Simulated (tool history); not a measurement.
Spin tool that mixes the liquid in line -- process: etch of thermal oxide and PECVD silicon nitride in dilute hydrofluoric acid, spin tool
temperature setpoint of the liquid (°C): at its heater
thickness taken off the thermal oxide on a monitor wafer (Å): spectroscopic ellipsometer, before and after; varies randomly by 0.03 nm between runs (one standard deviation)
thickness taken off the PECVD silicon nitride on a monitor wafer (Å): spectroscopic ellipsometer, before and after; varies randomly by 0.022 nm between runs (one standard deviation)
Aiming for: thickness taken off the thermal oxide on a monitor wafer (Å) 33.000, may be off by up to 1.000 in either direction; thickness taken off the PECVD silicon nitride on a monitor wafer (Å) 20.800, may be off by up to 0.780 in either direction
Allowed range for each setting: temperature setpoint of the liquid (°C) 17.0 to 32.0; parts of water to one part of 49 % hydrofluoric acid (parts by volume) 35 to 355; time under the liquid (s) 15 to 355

| run | hour | temperature setpoint of the liquid (°C) | parts of water to one part of 49 % hydrofluoric acid (parts by volume) | time under the liquid (s) | thickness taken off the thermal oxide on a monitor wafer (Å) | thickness taken off the PECVD silicon nitride on a monitor wafer (Å) |
|---|---|---|---|---|---|---|
| 1 | 0.0 | 24.0 | 195 | 180 | 36.097 | 20.020 |
| 2 | 7.8 | 27.0 | 195 | 180 | 39.744 | 23.942 |
| 3 | 13.8 | 27.0 | 205 | 180 | 37.104 | 22.785 |
| 4 | 17.3 | 27.0 | 210 | 180 | 36.438 | 22.728 |
| 5 | 21.8 | 23.5 | 210 | 180 | 31.879 | 17.765 |
| 6 | 30.2 | 24.5 | 215 | 180 | 32.602 | 18.594 |
| 7 | 36.7 | 25.0 | 220 | 180 | 32.234 | 18.632 |
| 8 | 37.5 | 25.5 | 225 | 180 | 32.000 | 18.665 |
| 9 | 43.8 | 26.0 | 225 | 180 | 32.724 | 19.490 |
| 10 | 45.1 | 28.0 | 235 | 185 | 33.853 | 21.626 |

Of the 5 settings listed for the next run, only one would bring every result within its allowed miss of target. Which one?
| A | 46.4 | 26.5 | 250 | 205 | ? | ? |
| B | 46.4 | 29.0 | 245 | 190 | ? | ? |
| C | 46.4 | 32.0 | 270 | 180 | ? | ? |
| D | 46.4 | 26.5 | 215 | 180 | ? | ? |
| E | 46.4 | 24.5 | 230 | 215 | ? | ? |

| move | thickness taken off the thermal oxide on a monitor wafer (Å) | thickness taken off the PECVD silicon nitride on a monitor wafer (Å) |
|---|---|---|
| A | 33.291 | 21.194 |
| B | 34.528 | 23.323 |
| C | 31.890 | 23.862 |
| D | 35.289 | 21.633 |
| E | 36.068 | 21.328 |
A: every result lands within tolerance
B: its largest miss is bigger than the last run's
C: its largest miss is bigger than the last run's
D: its largest miss is bigger than the last run's
E: corrects the largest miss of the last run, while another result sits out of spec
Go with A: it meets all targets.
